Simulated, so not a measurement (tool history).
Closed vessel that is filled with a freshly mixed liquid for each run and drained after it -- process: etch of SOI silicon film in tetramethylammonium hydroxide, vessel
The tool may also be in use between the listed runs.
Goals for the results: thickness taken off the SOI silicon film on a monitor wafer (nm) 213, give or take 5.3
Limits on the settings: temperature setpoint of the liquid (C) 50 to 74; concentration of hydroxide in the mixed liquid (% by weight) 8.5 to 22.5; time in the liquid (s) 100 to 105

run	hour	temperature setpoint of the liquid (C)	concentration of hydroxide in the mixed liquid (% by weight)	time in the liquid (s)	thickness taken off the SOI silicon film on a monitor wafer (nm)
1	0	61	15.5	100	329.04
2	1.7	61	15.5	100	330.01
3	10.5	65	15.5	100	425.52
4	12.9	62	15.5	100	349.5
5	16.1	60	15.5	100	312.05
6	17.2	58.5	15.5	100	282.68
7	20.2	57.5	15.5	100	264.1
8	25.1	53.5	15.5	100	205.93

Exactly one of the 4 candidate moves below puts every result within its allowed miss. Which one?
A	30	52	15.5	105	?
B	30	53	15.5	100	?
C	30	52.5	14.5	100	?
D	30	53	13	100	?

move	thickness taken off the SOI silicon film on a monitor wafer (nm)
A	196.12
B	199.45
C	198.75
D	216.76
A: its largest miss is bigger than the last run's
B: its largest miss is bigger than the last run's
C: its largest miss is bigger than the last run's
D: each result inside its tolerance
D is the move that brings every result within its allowed miss.

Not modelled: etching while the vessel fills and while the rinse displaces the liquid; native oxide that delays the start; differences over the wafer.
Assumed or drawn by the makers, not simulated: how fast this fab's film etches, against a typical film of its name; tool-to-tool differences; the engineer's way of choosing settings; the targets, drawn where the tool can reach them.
